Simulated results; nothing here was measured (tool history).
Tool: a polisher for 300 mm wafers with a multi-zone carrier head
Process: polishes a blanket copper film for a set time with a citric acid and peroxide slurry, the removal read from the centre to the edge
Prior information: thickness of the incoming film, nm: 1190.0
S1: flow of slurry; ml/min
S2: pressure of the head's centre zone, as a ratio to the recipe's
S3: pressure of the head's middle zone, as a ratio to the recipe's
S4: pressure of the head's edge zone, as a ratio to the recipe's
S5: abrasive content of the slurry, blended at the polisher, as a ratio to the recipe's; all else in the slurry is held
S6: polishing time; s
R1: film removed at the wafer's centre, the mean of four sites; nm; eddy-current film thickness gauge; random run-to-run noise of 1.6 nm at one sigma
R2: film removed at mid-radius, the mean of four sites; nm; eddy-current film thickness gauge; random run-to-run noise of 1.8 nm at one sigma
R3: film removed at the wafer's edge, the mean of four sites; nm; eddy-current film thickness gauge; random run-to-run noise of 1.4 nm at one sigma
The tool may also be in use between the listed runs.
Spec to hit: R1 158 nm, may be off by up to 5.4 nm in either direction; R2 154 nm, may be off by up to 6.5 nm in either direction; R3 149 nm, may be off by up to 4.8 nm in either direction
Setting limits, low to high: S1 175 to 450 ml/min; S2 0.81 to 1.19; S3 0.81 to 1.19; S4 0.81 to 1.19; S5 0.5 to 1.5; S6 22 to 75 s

Run 1, hour 0: S1 290 ml/min, S2 1, S3 1, S4 1, S5 1, S6 48 s. Result: R1 103.37 nm, R2 107.23 nm, R3 105.84 nm.
Run 2, hour 1.5: S1 295 ml/min, S2 1.03, S3 1.02, S4 1.03, S5 1.1, S6 50 s. Result: R1 115.07 nm, R2 115.02 nm, R3 116.24 nm.
Run 3, hour 9.5: S1 295 ml/min, S2 1.03, S3 1.02, S4 0.99, S5 1.1, S6 50 s. Result: R1 115.23 nm, R2 116.72 nm, R3 113.76 nm.
Run 4, hour 12.3: S1 300 ml/min, S2 1.05, S3 1.05, S4 1.01, S5 1.2, S6 51 s. Result: R1 122.92 nm, R2 125.84 nm, R3 122.01 nm.
Run 5, hour 16.8: S1 300 ml/min, S2 1.05, S3 1.05, S4 0.94, S5 1.2, S6 51 s. Result: R1 121.17 nm, R2 125.99 nm, R3 114.43 nm.
Run 6, hour 18.1: S1 305 ml/min, S2 1.08, S3 1.08, S4 0.98, S5 1.25, S6 51 s. Result: R1 126.64 nm, R2 129.07 nm, R3 118 nm.
Run 7, hour 22.2: S1 310 ml/min, S2 1.1, S3 1.1, S4 1.01, S5 1.3, S6 52 s. Result: R1 134.32 nm, R2 137.71 nm, R3 123.32 nm.
Run 8, hour 27.1: S1 315 ml/min, S2 1.11, S3 1.1, S4 1.04, S5 1.35, S6 53 s. Result: R1 140.51 nm, R2 139.46 nm, R3 132.33 nm.
Run 9, hour 31.6: S1 345 ml/min, S2 1.17, S3 1.19, S4 1.11, S5 1.5, S6 54 s. Result: R1 153.23 nm, R2 160.51 nm, R3 142.02 nm.
Run 10, hour 39.7: S1 345 ml/min, S2 1.17, S3 1.18, S4 1.12, S5 1.5, S6 54 s. Result: R1 155.81 nm, R2 160.36 nm, R3 141.63 nm.

Consider the 5 candidate settings below. Which is the only one whose results all fall within their allowed miss of target?
Run A, hour 47.8: S1 355 ml/min, S2 1.14, S3 1.09, S4 1.13, S5 1.45, S6 57 s. Result: R1 ?, R2 ?, R3 ?.
Run B, hour 47.8: S1 440 ml/min, S2 1.17, S3 1.18, S4 1.07, S5 1.5, S6 53 s. Result: R1 ?, R2 ?, R3 ?.
Run C, hour 47.8: S1 290 ml/min, S2 1.08, S3 0.99, S4 1.19, S5 1.25, S6 62 s. Result: R1 ?, R2 ?, R3 ?.
Run D, hour 47.8: S1 355 ml/min, S2 1.19, S3 1.17, S4 1.05, S5 1.5, S6 52 s. Result: R1 ?, R2 ?, R3 ?.
Run E, hour 47.8: S1 285 ml/min, S2 1.12, S3 1.19, S4 1.07, S5 1.5, S6 58 s. Result: R1 ?, R2 ?, R3 ?.

move      R1      R2      R3
   A  160.62  154.75  149.41
   B  156.67  157.46  137.79
   C  156.81   146.7  158.28
   D  154.09  151.51  132.77
   E  160.16  169.32  147.88
A: in spec on every target
B: further off than the last run
C: takes the result that was furthest off past its target
D: further off than the last run
E: the furthest-off result lands on target, but another misses its tolerance
Correct choice: A, which meets every target

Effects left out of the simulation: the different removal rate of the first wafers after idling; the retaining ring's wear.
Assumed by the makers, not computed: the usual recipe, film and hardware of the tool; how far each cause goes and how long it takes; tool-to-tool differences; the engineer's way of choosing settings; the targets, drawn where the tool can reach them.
